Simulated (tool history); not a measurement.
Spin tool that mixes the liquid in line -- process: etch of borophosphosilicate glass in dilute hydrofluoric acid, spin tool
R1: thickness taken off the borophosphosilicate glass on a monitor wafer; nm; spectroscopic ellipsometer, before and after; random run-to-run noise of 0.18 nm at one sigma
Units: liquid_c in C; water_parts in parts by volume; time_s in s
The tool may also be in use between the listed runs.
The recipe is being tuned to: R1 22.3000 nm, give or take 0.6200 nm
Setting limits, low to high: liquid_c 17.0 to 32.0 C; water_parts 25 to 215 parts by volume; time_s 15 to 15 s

Run 1, hour 0.0: liquid_c 24.0 C, water_parts 120 parts by volume, time_s 15 s. Result: R1 5.4539 nm.
Run 2, hour 4.7: liquid_c 21.0 C, water_parts 120 parts by volume, time_s 15 s. Result: R1 4.8527 nm.
Run 3, hour 11.3: liquid_c 21.0 C, water_parts 120 parts by volume, time_s 15 s. Result: R1 4.8552 nm.
Run 4, hour 16.1: liquid_c 24.0 C, water_parts 95 parts by volume, time_s 15 s. Result: R1 7.1187 nm.
Run 5, hour 23.2: liquid_c 24.0 C, water_parts 95 parts by volume, time_s 15 s. Result: R1 7.2512 nm.
Run 6, hour 25.3: liquid_c 26.5 C, water_parts 75 parts by volume, time_s 15 s. Result: R1 10.2830 nm.
Run 7, hour 29.2: liquid_c 28.0 C, water_parts 60 parts by volume, time_s 15 s. Result: R1 13.8570 nm.
Run 8, hour 32.6: liquid_c 29.0 C, water_parts 55 parts by volume, time_s 15 s. Result: R1 16.0250 nm.
Run 9, hour 33.3: liquid_c 30.0 C, water_parts 50 parts by volume, time_s 15 s. Result: R1 18.1140 nm.
Run 10, hour 36.6: liquid_c 30.5 C, water_parts 50 parts by volume, time_s 15 s. Result: R1 18.6360 nm.
Run 11, hour 42.9: liquid_c 32.0 C, water_parts 35 parts by volume, time_s 15 s. Result: R1 28.8280 nm.

Next run, 4 choices. One meets every target within its allowed miss, the rest don't. Which?
Run A, hour 49.2: liquid_c 30.0 C, water_parts 45 parts by volume, time_s 15 s. Result: R1 ?.
Run B, hour 49.2: liquid_c 32.0 C, water_parts 45 parts by volume, time_s 15 s. Result: R1 ?.
Run C, hour 49.2: liquid_c 32.0 C, water_parts 25 parts by volume, time_s 15 s. Result: R1 ?.
Run D, hour 49.2: liquid_c 31.5 C, water_parts 25 parts by volume, time_s 15 s. Result: R1 ?.

move       R1
   A  20.4820
   B  22.1490
   C  41.2090
   D  40.3980
A: the result that was furthest off in the last run now lies on the other side of its target
B: in spec on every target
C: lands further from the targets than the last run did
D: lands further from the targets than the last run did
Move B is the one to make.
